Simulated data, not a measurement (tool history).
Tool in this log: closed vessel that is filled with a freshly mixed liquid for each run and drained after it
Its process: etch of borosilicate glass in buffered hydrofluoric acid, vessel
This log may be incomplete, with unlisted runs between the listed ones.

run  hour  temperature setpoint of the liquid (K)  parts of 40 % ammonium fluoride to one part of 49 % hydrofluoric acid (parts by volume)  time in the liquid (s)  thickness taken off the borosilicate glass on a monitor wafer (Å)
  1     0                                  295.15                                                                                     19.5                     100                                                             504.49
  2   1.8                                  292.15                                                                                     19.5                     100                                                              436.3
  3   2.9                                  293.65                                                                                     19.5                     100                                                             467.72
  4  10.1                                  294.65                                                                                     19.5                     100                                                             497.35
  5  18.4                                  291.15                                                                                     19.5                     100                                                             405.76
  6  20.3                                  291.15                                                                                     19.5                     100                                                             402.69
  7  28.9                                  292.65                                                                                     19.5                     100                                                             445.57

What will run 8 give?
  8  34.4                                  293.65                                                                                     19.5                     100                                                                  ?

thickness taken off the borosilicate glass on a monitor wafer (Å): 474.14
